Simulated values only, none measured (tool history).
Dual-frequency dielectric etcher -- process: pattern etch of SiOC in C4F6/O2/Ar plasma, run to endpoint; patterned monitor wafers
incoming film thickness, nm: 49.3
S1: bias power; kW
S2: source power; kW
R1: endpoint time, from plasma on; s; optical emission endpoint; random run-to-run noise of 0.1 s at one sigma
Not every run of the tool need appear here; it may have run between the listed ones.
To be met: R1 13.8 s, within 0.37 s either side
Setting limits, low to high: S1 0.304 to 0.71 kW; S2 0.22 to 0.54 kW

run	hour	S1	S2	R1
1	0	0.507	0.38	15.765
2	4.2	0.507	0.43	15.167
3	13.1	0.525	0.44	15.048
4	19.1	0.525	0.41	15.265
5	26.6	0.546	0.42	14.97
6	29.5	0.546	0.38	15.209
7	35.1	0.565	0.39	15.097
8	39.5	0.585	0.4	14.751
9	45.3	0.599	0.41	14.694

Exactly one of the 5 candidate moves below puts every result within its allowed miss. Which one?
A	51.1	0.651	0.53	?
B	51.1	0.641	0.46	?
C	51.1	0.71	0.47	?
D	51.1	0.71	0.51	?
E	51.1	0.71	0.46	?

move	R1
A	13.048
B	13.68
C	13.057
D	12.752
E	13.138
A: the result that was furthest off in the last run now lies on the other side of its target
B: each result inside its tolerance
C: the result that was furthest off in the last run now lies on the other side of its target
D: the result that was furthest off in the last run now lies on the other side of its target
E: the result that was furthest off in the last run now lies on the other side of its target
B is the move that brings every result within its allowed miss.
